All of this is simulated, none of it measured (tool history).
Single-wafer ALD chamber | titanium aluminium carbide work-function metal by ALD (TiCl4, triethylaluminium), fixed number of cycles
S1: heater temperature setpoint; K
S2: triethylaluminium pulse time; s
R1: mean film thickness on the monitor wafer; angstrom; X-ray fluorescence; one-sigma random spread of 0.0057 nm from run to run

run 1 hour=0.0 | S1=563.15 S2=11.72 | R1=20.3190
run 2 hour=7.7 | S1=559.15 S2=10.41 | R1=19.4530
run 3 hour=11.4 | S1=559.15 S2=12.24 | R1=19.9800
run 4 hour=12.6 | S1=559.15 S2=9.18 | R1=19.0120
run 5 hour=16.4 | S1=566.15 S2=9.18 | R1=19.6820
run 6 hour=20.3 | S1=566.15 S2=10.61 | R1=20.3620
run 7 hour=25.0 | S1=561.15 S2=9.49 | R1=19.3840
run 8 hour=27.7 | S1=557.15 S2=8.57 | R1=18.4820
run 9 hour=35.2 | S1=545.15 S2=4.82 | R1=9.6658

What does the tool deliver on the next run?
run 10 hour=40.3 | S1=548.15 S2=4.83 | R1=?

For run 10 the tool returned R1 9.7542 angstrom.
